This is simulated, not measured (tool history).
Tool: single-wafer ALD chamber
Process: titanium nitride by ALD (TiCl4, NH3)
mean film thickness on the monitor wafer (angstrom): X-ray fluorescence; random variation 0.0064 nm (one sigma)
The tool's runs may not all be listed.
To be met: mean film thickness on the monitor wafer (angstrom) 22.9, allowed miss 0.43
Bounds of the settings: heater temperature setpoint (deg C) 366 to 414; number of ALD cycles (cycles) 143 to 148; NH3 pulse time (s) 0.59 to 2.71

| run | hour | heater temperature setpoint (deg C) | number of ALD cycles (cycles) | NH3 pulse time (s) | mean film thickness on the monitor wafer (angstrom) |
|---|---|---|---|---|---|
| 1 | 0 | 390 | 143 | 1.65 | 27.365 |
| 2 | 3.6 | 381 | 143 | 1.65 | 27.059 |
| 3 | 10.5 | 373 | 143 | 1.65 | 26.689 |
| 4 | 18.7 | 373 | 143 | 2 | 27.456 |
| 5 | 25.1 | 373 | 143 | 2 | 27.175 |
| 6 | 25.9 | 381 | 143 | 2 | 27.462 |
| 7 | 30.2 | 369 | 143 | 1.47 | 26.291 |
| 8 | 31.1 | 369 | 143 | 1.47 | 26.207 |
| 9 | 38.1 | 368 | 143 | 1.28 | 25.581 |
| 10 | 40.1 | 368 | 143 | 1.13 | 24.883 |
| 11 | 48.9 | 366 | 143 | 0.6 | 14.802 |
| 12 | 56.9 | 366 | 144 | 0.72 | 20.561 |
| 13 | 60.8 | 366 | 145 | 0.74 | 21.146 |
| 14 | 66.4 | 377 | 148 | 1.27 | 26.921 |
| 15 | 67.7 | 377 | 147 | 1.22 | 26.8 |
| 16 | 71.1 | 366 | 143 | 0.69 | 19.657 |
| 17 | 74.4 | 366 | 144 | 0.73 | 20.836 |
| 18 | 76.2 | 366 | 144 | 0.73 | 20.741 |
| 19 | 83 | 366 | 145 | 0.74 | 21.093 |
| 20 | 90.2 | 366 | 145 | 0.74 | 21.292 |

Which of these 4 next moves meets every target?
| A | 97.4 | 366 | 146 | 0.67 | ? |
| B | 97.4 | 366 | 145 | 0.68 | ? |
| C | 97.4 | 373 | 148 | 0.75 | ? |
| D | 97.4 | 369 | 143 | 0.66 | ? |

| move | mean film thickness on the monitor wafer (angstrom) |
|---|---|
| A | 19.331 |
| B | 19.567 |
| C | 22.831 |
| D | 19.008 |
A: further off than the last run
B: further off than the last run
C: meets every target
D: further off than the last run
Move C is the one to make.
